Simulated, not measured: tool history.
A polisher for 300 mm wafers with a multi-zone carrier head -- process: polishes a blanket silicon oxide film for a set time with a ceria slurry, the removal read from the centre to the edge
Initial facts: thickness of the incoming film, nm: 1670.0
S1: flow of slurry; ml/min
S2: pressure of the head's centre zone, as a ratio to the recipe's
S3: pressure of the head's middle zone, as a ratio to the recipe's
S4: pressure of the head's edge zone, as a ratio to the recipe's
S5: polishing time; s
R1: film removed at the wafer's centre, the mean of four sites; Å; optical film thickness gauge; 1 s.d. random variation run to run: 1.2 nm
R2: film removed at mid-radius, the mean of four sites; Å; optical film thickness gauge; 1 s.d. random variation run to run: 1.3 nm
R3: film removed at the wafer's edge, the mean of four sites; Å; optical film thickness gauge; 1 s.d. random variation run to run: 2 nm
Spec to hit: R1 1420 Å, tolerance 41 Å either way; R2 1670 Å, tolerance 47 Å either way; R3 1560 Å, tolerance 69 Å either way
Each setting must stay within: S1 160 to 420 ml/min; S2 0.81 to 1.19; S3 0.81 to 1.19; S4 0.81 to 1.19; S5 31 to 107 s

| run | hour | S1 | S2 | S3 | S4 | S5 | R1 | R2 | R3 |
|---|---|---|---|---|---|---|---|---|---|
| 1 | 0 | 270 | 1 | 1 | 1 | 69 | 2238.1 | 2312.3 | 2279.7 |
| 2 | 2.8 | 270 | 0.97 | 1 | 1 | 69 | 2164.2 | 2284.7 | 2310.8 |
| 3 | 7.3 | 270 | 0.97 | 1 | 0.94 | 69 | 2185.6 | 2310.6 | 2176.4 |
| 4 | 13.9 | 255 | 0.92 | 0.98 | 0.91 | 63 | 1858.4 | 2058.5 | 2002.5 |
| 5 | 15 | 255 | 0.92 | 0.91 | 0.91 | 63 | 1837.2 | 1951.7 | 1994.5 |
| 6 | 20.3 | 255 | 0.92 | 0.91 | 0.91 | 54 | 1604.9 | 1658.1 | 1745.6 |
| 7 | 21.9 | 250 | 0.9 | 0.93 | 0.88 | 53 | 1530.6 | 1674.3 | 1654.4 |
| 8 | 23.5 | 240 | 0.89 | 0.94 | 0.86 | 53 | 1514.3 | 1674.8 | 1625.4 |
| 9 | 24.4 | 230 | 0.88 | 0.95 | 0.85 | 53 | 1478.3 | 1691.4 | 1573.6 |

Next run, 4 choices. One meets every target within its allowed miss, the rest don't. Which?
| A | 25.3 | 225 | 0.91 | 0.95 | 0.81 | 53 | ? | ? | ? |
| B | 25.3 | 270 | 0.84 | 0.94 | 0.81 | 52 | ? | ? | ? |
| C | 25.3 | 240 | 0.9 | 1.01 | 0.81 | 53 | ? | ? | ? |
| D | 25.3 | 205 | 0.88 | 0.94 | 0.82 | 56 | ? | ? | ? |

| move | R1 | R2 | R3 |
|---|---|---|---|
| A | 1526.5 | 1678.3 | 1620 |
| B | 1410.4 | 1654.9 | 1606 |
| C | 1519.5 | 1775.8 | 1624.6 |
| D | 1550.6 | 1745.5 | 1711.5 |
A: further off than the last run
B: hits every target within its allowed miss
C: further off than the last run
D: further off than the last run
B meets every target.
